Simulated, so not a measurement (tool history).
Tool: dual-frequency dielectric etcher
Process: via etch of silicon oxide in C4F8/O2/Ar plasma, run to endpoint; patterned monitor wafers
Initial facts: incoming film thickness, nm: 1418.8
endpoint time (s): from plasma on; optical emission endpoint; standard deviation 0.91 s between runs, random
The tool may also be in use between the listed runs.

{"run": 1, "hour": 0.0, "source power (W)": 2550, "bias power (W)": 2468, "endpoint time (s)": 234.57}
{"run": 2, "hour": 7.1, "source power (W)": 2490, "bias power (W)": 2456, "endpoint time (s)": 238.79}
{"run": 3, "hour": 12.3, "source power (W)": 2490, "bias power (W)": 2816, "endpoint time (s)": 229.52}
{"run": 4, "hour": 18.0, "source power (W)": 2420, "bias power (W)": 2801, "endpoint time (s)": 232.94}
{"run": 5, "hour": 22.9, "source power (W)": 2360, "bias power (W)": 2789, "endpoint time (s)": 235.81}
{"run": 6, "hour": 23.8, "source power (W)": 2310, "bias power (W)": 2779, "endpoint time (s)": 238.88}
{"run": 7, "hour": 29.8, "source power (W)": 2270, "bias power (W)": 2772, "endpoint time (s)": 239.18}

What does the tool deliver on the next run?
{"run": 8, "hour": 36.2, "source power (W)": 2230, "bias power (W)": 2762, "endpoint time (s)": "?"}

endpoint time (s): 241.87
